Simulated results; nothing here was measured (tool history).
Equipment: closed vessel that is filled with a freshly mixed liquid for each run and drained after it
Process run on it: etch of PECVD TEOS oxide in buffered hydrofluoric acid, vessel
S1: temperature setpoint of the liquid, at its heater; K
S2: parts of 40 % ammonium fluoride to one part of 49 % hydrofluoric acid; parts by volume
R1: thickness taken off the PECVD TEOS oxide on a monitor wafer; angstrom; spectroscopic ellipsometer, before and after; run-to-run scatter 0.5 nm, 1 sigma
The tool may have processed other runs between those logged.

{"run": 1, "hour": 0.0, "S1": 297.15, "S2": 15.0, "time in the liquid (s)": 95, "R1": 1215.8}
{"run": 2, "hour": 6.6, "S1": 295.65, "S2": 15.0, "time in the liquid (s)": 95, "R1": 1115.6}
{"run": 3, "hour": 9.6, "S1": 295.15, "S2": 15.0, "time in the liquid (s)": 95, "R1": 1088.4}
{"run": 4, "hour": 14.4, "S1": 293.65, "S2": 15.0, "time in the liquid (s)": 95, "R1": 995.53}
{"run": 5, "hour": 17.4, "S1": 293.65, "S2": 18.5, "time in the liquid (s)": 95, "R1": 810.26}
{"run": 6, "hour": 23.0, "S1": 293.65, "S2": 22.0, "time in the liquid (s)": 95, "R1": 707.19}

What does the tool deliver on the next run?
{"run": 7, "hour": 29.5, "S1": 294.15, "S2": 22.0, "time in the liquid (s)": 95, "R1": "?"}

R1: 730.99 angstrom

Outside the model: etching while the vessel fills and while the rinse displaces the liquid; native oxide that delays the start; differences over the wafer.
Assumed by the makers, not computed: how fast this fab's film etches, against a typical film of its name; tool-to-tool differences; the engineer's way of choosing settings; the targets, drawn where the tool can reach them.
